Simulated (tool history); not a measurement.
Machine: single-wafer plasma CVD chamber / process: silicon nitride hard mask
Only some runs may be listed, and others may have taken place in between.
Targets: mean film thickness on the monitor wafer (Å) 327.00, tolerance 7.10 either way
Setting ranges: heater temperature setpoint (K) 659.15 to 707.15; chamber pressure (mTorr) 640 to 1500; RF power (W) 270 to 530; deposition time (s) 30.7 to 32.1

run  hour  heater temperature setpoint (K)  chamber pressure (mTorr)  RF power (W)  deposition time (s)  mean film thickness on the monitor wafer (Å)
  1   0.0                           683.15                      1070           400                 32.1                                        391.53
  2   1.5                           683.15                      1070           400                 30.7                                        372.90
  3   8.1                           683.15                      1030           395                 30.7                                        366.58
  4  16.0                           683.15                      1030           395                 32.1                                        384.68
  5  22.4                           683.15                      1000           390                 32.1                                        376.26
  6  29.4                           683.15                      1000           335                 32.1                                        338.08
  7  30.5                           683.15                       990           335                 32.1                                        331.17
  8  35.2                           683.15                       970           335                 32.1                                        337.32
  9  41.9                           683.15                       880           320                 32.0                                        314.46
 10  46.0                           683.15                       890           320                 32.0                                        312.14
 11  52.0                           683.15                       900           320                 32.0                                        315.00
 12  56.3                           683.15                       910           320                 32.0                                        315.73
 13  61.1                           683.15                       920           320                 32.0                                        316.77
 14  61.8                           683.15                       930           320                 32.0                                        315.23

Exactly one of the 5 candidate moves below puts every result within its allowed miss. Which one?
  A  62.5                           673.15                       650           370                 31.2                                             ?
  B  62.5                           689.15                       820           330                 31.0                                             ?
  C  62.5                           688.15                       790           315                 32.1                                             ?
  D  62.5                           704.15                      1250           310                 31.8                                             ?
  E  62.5                           695.15                       970           295                 32.1                                             ?

move  mean film thickness on the monitor wafer (Å)
   A                                        312.57
   B                                        301.55
   C                                        297.93
   D                                        326.95
   E                                        297.61
A: further off than the last run
B: further off than the last run
C: further off than the last run
D: hits every target within its allowed miss
E: further off than the last run
Go with D: it meets all targets.
